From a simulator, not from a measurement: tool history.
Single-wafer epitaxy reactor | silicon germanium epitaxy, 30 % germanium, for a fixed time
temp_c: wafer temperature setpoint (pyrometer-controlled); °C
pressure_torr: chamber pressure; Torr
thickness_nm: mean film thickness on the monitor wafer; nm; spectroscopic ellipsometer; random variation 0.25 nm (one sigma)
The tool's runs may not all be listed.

Run 1, hour 0.0: temp_c 605 °C, pressure_torr 19.5 Torr. Result: thickness_nm 64.739 nm.
Run 2, hour 1.8: temp_c 606 °C, pressure_torr 19.5 Torr. Result: thickness_nm 65.740 nm.
Run 3, hour 2.4: temp_c 615 °C, pressure_torr 19.5 Torr. Result: thickness_nm 75.811 nm.
Run 4, hour 3.0: temp_c 613 °C, pressure_torr 19.5 Torr. Result: thickness_nm 73.758 nm.
Run 5, hour 7.7: temp_c 618 °C, pressure_torr 19.5 Torr. Result: thickness_nm 80.080 nm.
Run 6, hour 8.9: temp_c 618 °C, pressure_torr 16.1 Torr. Result: thickness_nm 74.409 nm.
Run 7, hour 12.5: temp_c 617 °C, pressure_torr 16.1 Torr. Result: thickness_nm 73.159 nm.

The next listed run, before its measurement:
Run 8, hour 17.6: temp_c 616 °C, pressure_torr 16.1 Torr. Result: thickness_nm ?.

Run 8 gave thickness_nm 71.702 nm.

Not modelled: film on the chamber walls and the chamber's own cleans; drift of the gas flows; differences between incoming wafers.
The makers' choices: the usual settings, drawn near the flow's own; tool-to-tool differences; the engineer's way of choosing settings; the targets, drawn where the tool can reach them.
